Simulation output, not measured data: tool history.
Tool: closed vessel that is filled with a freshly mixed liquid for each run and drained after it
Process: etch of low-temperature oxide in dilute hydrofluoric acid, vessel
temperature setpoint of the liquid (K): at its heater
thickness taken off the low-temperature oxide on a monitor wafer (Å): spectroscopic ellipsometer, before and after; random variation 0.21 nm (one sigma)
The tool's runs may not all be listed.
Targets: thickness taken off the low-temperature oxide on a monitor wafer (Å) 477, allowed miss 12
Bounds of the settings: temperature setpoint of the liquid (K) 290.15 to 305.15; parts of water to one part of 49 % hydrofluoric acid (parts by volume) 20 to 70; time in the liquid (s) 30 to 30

run	hour	temperature setpoint of the liquid (K)	parts of water to one part of 49 % hydrofluoric acid (parts by volume)	time in the liquid (s)	thickness taken off the low-temperature oxide on a monitor wafer (Å)
1	0	297.15	40	30	275.41
2	3.1	299.65	40	30	303.31
3	9.1	299.65	40	30	303.95
4	15.5	300.65	40	30	318.44
5	21.9	300.65	40	30	318.85
6	24	300.65	40	30	317.9
7	30.3	301.15	40	30	322.4
8	37.1	305.15	30	30	514.28

Which of these 4 next moves meets every target?
A	43.9	301.65	30	30	?
B	43.9	303.15	30	30	?
C	43.9	305.15	35	30	?
D	43.9	301.15	30	30	?

move	thickness taken off the low-temperature oxide on a monitor wafer (Å)
A	447.06
B	474.89
C	437.07
D	438.09
A: takes the result that was furthest off past its target
B: meets every target
C: takes the result that was furthest off past its target
D: takes the result that was furthest off past its target
The right move is B.
